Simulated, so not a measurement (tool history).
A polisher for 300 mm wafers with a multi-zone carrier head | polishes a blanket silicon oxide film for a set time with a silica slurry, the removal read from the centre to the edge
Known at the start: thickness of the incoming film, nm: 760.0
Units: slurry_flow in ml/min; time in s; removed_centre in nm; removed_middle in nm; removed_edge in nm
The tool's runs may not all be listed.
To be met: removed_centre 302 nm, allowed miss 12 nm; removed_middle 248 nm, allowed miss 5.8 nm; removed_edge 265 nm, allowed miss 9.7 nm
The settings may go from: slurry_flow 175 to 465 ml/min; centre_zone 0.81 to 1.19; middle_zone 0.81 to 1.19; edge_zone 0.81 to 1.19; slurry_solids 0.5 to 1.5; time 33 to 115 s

run  hour  slurry_flow  centre_zone  middle_zone  edge_zone  slurry_solids  time  removed_centre  removed_middle  removed_edge
  1     0          295            1            1          1              1    73          203.97          209.02         223.3
  2   4.2          295            1            1       1.05              1    73          203.74          215.28        228.11
  3   8.9          295            1         0.95       1.05              1    73           203.5          204.68        225.61
  4  14.1          265            1         0.95       1.05              1    73          198.54          202.98        224.63
  5  19.3          265            1            1       1.05              1    73          196.93          208.57        223.54
  6    28          265            1            1       1.05              1    80          220.07          229.77        246.86
  7  35.6          305         1.06            1       1.05              1    80          238.05          236.94        253.54
  8  39.3          340          1.1         0.99       1.02              1    80          248.72          235.65        246.48
  9  47.5          360         1.13         0.97       1.02           1.05    80          257.11          236.38        256.21

4 next moves are on the table. One of them brings every result within its allowed miss. Which?
  A  55.7          320         1.19          0.9       1.07           0.85    95               ?               ?             ?
  B  55.7          375         1.19         0.94       0.95            0.8    94               ?               ?             ?
  C  55.7          330         1.18         0.83       0.99            0.9    95               ?               ?             ?
  D  55.7          345         1.15         0.85       1.03           0.95    95               ?               ?             ?

move  removed_centre  removed_middle  removed_edge
   A           304.9          244.85        289.82
   B          300.31          247.57        271.93
   C          309.14          238.08        288.06
   D          308.18          247.12        298.52
A: brings the result that was furthest off to its target, and leaves another outside
B: meets every target
C: brings the result that was furthest off to its target, and leaves another outside
D: brings the result that was furthest off to its target, and leaves another outside
The right move is B.

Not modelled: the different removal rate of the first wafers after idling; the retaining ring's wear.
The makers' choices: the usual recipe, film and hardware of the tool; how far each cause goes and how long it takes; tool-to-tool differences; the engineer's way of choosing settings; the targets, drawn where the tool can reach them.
